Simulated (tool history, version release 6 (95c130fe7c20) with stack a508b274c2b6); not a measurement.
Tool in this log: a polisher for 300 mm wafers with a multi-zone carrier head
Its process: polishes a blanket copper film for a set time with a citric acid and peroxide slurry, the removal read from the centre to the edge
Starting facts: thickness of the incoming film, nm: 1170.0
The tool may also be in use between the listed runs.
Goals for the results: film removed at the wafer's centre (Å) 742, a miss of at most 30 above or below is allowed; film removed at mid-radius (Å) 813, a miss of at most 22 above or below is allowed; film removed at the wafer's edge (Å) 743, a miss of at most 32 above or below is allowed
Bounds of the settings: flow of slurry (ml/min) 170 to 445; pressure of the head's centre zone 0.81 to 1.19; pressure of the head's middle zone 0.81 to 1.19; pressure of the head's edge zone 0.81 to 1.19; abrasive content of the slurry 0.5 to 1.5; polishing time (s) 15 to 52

run,hour,flow of slurry (ml/min),pressure of the head's centre zone,pressure of the head's middle zone,pressure of the head's edge zone,abrasive content of the slurry,polishing time (s),film removed at the wafer's centre (Å),film removed at mid-radius (Å),film removed at the wafer's edge (Å)
1,0,285,1,1,1,1,33,990.88,939.91,914.09
2,3,285,1,1,1,1.15,33,984.53,954.63,963.83
3,6.5,285,1,1,1.07,1.15,33,972.25,958.59,981.3
4,9.6,280,0.97,1,1.06,1.05,33,935.13,955.46,962.73
5,11,225,0.97,1,1.06,1.05,33,907.53,922.64,937.46
6,11.9,225,0.97,0.95,1.06,1.05,33,916.44,887.88,926.16
7,19.6,225,0.97,0.95,1.06,1.05,33,903.43,898.35,933.34
8,23.2,220,0.95,0.95,1.04,0.95,33,878.67,876.76,901.08
9,31.9,220,0.95,0.95,1.04,0.95,33,887.7,877.09,925.97
10,33.8,220,0.95,0.98,1.03,0.9,32,858.33,866.94,885.2
11,36.9,225,0.87,1.01,0.93,0.65,31,719.76,826.13,771.21

Which one of the following 5 next-run settings gets every result inside its allowed miss? There is exactly one.
A,40,215,0.87,1.08,0.83,0.6,31,?,?,?
B,40,230,0.91,1.03,0.87,0.7,30,?,?,?
C,40,220,0.95,1,1.06,0.65,31,?,?,?
D,40,220,0.84,0.99,0.93,0.65,32,?,?,?
E,40,170,0.83,1.01,0.97,0.7,33,?,?,?

move,film removed at the wafer's centre (Å),film removed at mid-radius (Å),film removed at the wafer's edge (Å)
A,724.71,852.51,740.74
B,754.55,814.24,746.36
C,801.51,808.21,812.42
D,731.14,827.82,802.6
E,722.36,845.21,824.34
A: gets the furthest-off result to its target, but another result is out of tolerance
B: every result lands within tolerance
C: its largest miss is bigger than the last run's
D: its largest miss is bigger than the last run's
E: its largest miss is bigger than the last run's
Go with B: it meets all targets.

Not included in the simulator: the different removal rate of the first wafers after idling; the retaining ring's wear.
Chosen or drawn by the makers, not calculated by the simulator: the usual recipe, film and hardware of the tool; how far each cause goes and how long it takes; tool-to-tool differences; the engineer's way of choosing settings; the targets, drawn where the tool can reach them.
